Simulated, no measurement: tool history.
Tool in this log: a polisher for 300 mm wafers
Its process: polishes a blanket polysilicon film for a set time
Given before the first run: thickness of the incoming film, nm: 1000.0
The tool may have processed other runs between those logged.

run  hour  flow of slurry (ml/min)  pressure of the wafer on the pad (kPa)  speed of the pad under the wafer (cm/s)  polishing time (s)  film removed (nm)
  1     0                      225                                    15.2                                      122                  55             379.68
  2   3.9                      230                                    15.9                                      122                  55             386.87
  3   6.6                      230                                    16.5                                      122                  55             405.41
  4   8.5                      230                                    17.2                                      122                  55             421.61
  5  15.6                      185                                    17.2                                      122                  55              419.1
  6  23.6                      185                                    17.9                                      122                  55             426.97

Run 7, settings as shown, results not yet in. Your forecast:
  7  29.7                      190                                    18.6                                      122                  55                  ?

{"run 7": {"film removed (nm)": 454.3}}

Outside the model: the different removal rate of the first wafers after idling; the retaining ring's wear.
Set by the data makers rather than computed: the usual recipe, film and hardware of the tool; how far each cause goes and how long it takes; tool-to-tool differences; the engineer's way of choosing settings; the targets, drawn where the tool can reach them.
